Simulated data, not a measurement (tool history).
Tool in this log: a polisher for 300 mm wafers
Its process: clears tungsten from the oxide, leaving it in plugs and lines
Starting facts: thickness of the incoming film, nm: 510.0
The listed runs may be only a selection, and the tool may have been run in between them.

run	hour	flow of slurry (ml/min)	pressure of the wafer on the pad (kPa)	speed of the pad under the wafer (cm/s)	abrasive content of the slurry	overpolish time after the end point (s)	time until the end point was called (s)
1	0	300	33.1	110	1	20	79.356
2	3.7	300	33.1	110	1.15	20	76.998
3	9.3	300	34.5	110	1.15	20	75.565
4	13.9	300	35.9	110	1.15	20	74.58
5	15	300	37.9	112	1.15	20	67.26
6	24.1	300	39.3	112	1.15	20	66.445
7	28	300	40.7	112	1.15	20	65.748
8	29.7	300	40.7	112	1.15	20	65.019
9	32.1	300	42.1	112	1.15	20	63.893
10	40.1	300	43.4	112	1.15	20	61.24
11	47.8	300	44.1	112	1.15	20	61.705
12	51.1	300	44.8	112	1.15	20	60.058
13	57.4	300	45.5	112	1.15	20	59.575
14	65	300	46.2	112	1.15	20	58.204
15	67.2	300	46.9	112	1.15	20	60.382
16	74.9	300	47.6	114	1.15	20	55.431

The next listed run, before its measurement:
17	80.6	300	49	114	1.15	20	?

{"run 17": {"time until the end point was called (s)": 55.164}}
